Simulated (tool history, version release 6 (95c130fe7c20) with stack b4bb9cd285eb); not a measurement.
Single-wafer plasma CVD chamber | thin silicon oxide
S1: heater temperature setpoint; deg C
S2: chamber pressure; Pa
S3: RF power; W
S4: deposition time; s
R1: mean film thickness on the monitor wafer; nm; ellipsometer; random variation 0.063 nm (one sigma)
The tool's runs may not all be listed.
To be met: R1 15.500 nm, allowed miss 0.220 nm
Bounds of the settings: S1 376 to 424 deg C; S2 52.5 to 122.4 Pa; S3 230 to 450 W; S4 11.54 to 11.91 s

run 1 day=0.000 | S1=400 S2=87.5 S3=340 S4=11.54 | R1=19.017
run 2 day=0.142 | S1=400 S2=82.1 S3=340 S4=11.54 | R1=18.284
run 3 day=0.421 | S1=400 S2=79.9 S3=340 S4=11.54 | R1=17.971
run 4 day=0.592 | S1=400 S2=79.9 S3=340 S4=11.91 | R1=18.398
run 5 day=0.962 | S1=392 S2=79.9 S3=340 S4=11.91 | R1=18.582
run 6 day=1.308 | S1=392 S2=79.9 S3=300 S4=11.91 | R1=17.883
run 7 day=1.492 | S1=392 S2=78.0 S3=300 S4=11.91 | R1=17.447
run 8 day=1.625 | S1=392 S2=66.7 S3=300 S4=11.91 | R1=15.887
run 9 day=1.788 | S1=392 S2=66.7 S3=300 S4=11.91 | R1=15.947

4 next moves are on the table. One of them brings every result within its allowed miss. Which?
run A day=1.950 | S1=400 S2=70.3 S3=285 S4=11.54 | R1=?
run B day=1.950 | S1=392 S2=67.7 S3=305 S4=11.74 | R1=?
run C day=1.950 | S1=394 S2=62.1 S3=335 S4=11.91 | R1=?
run D day=1.950 | S1=376 S2=68.1 S3=310 S4=11.54 | R1=?

move=A R1=15.575
move=B R1=15.967
move=C R1=15.895
move=D R1=16.001
A: meets every target
B: as far off as the last run
C: nearer than the last run, and not there yet
D: further off than the last run
Answer: A
